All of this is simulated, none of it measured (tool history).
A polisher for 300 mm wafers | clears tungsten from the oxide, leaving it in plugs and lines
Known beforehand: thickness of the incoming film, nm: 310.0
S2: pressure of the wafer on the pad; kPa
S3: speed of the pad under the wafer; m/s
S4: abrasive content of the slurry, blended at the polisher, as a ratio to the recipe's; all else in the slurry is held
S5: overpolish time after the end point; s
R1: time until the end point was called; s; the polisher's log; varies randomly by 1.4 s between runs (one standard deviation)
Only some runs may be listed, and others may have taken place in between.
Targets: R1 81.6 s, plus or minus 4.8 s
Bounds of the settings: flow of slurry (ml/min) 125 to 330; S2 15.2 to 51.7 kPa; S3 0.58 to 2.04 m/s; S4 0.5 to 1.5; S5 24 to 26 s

Run 1, hour 0: flow of slurry (ml/min) 210, S2 33.1 kPa, S3 1.3 m/s, S4 1, S5 24 s. Result: R1 41.002 s.
Run 2, hour 2: flow of slurry (ml/min) 210, S2 33.1 kPa, S3 1.3 m/s, S4 1.15, S5 24 s. Result: R1 40.999 s.
Run 3, hour 5.5: flow of slurry (ml/min) 210, S2 29.6 kPa, S3 1.26 m/s, S4 1.15, S5 24 s. Result: R1 46.499 s.
Run 4, hour 9.1: flow of slurry (ml/min) 170, S2 29.6 kPa, S3 1.26 m/s, S4 1.15, S5 24 s. Result: R1 49.197 s.
Run 5, hour 15.4: flow of slurry (ml/min) 170, S2 29.6 kPa, S3 1.26 m/s, S4 1.05, S5 24 s. Result: R1 51.03 s.
Run 6, hour 16.1: flow of slurry (ml/min) 200, S2 29.6 kPa, S3 1.26 m/s, S4 1.05, S5 24 s. Result: R1 49.357 s.
Run 7, hour 20.6: flow of slurry (ml/min) 200, S2 27.6 kPa, S3 1.26 m/s, S4 1.05, S5 24 s. Result: R1 51.618 s.
Run 8, hour 22.6: flow of slurry (ml/min) 195, S2 25.5 kPa, S3 1.24 m/s, S4 1.05, S5 24 s. Result: R1 57.341 s.
Run 9, hour 28.1: flow of slurry (ml/min) 195, S2 25.5 kPa, S3 1.24 m/s, S4 1.05, S5 24 s. Result: R1 59.22 s.
Run 10, hour 32.6: flow of slurry (ml/min) 195, S2 24.1 kPa, S3 1.24 m/s, S4 1.05, S5 24 s. Result: R1 60.169 s.

Pick the move, out of 4, that brings all results within their allowed miss; only one does.
Run A, hour 37.1: flow of slurry (ml/min) 195, S2 15.2 kPa, S3 1.2 m/s, S4 1.25, S5 26 s. Result: R1 ?.
Run B, hour 37.1: flow of slurry (ml/min) 170, S2 33.1 kPa, S3 1.24 m/s, S4 0.95, S5 24 s. Result: R1 ?.
Run C, hour 37.1: flow of slurry (ml/min) 135, S2 17.2 kPa, S3 1.22 m/s, S4 0.95, S5 24 s. Result: R1 ?.
Run D, hour 37.1: flow of slurry (ml/min) 185, S2 22.1 kPa, S3 1.04 m/s, S4 1, S5 26 s. Result: R1 ?.

move      R1
   A  91.999
   B  47.449
   C  93.768
   D  80.562
A: moves the result that the last run missed by most past its target, out the other side
B: misses by more than the last run did
C: moves the result that the last run missed by most past its target, out the other side
D: in spec on every target
Correct choice: D, which meets every target

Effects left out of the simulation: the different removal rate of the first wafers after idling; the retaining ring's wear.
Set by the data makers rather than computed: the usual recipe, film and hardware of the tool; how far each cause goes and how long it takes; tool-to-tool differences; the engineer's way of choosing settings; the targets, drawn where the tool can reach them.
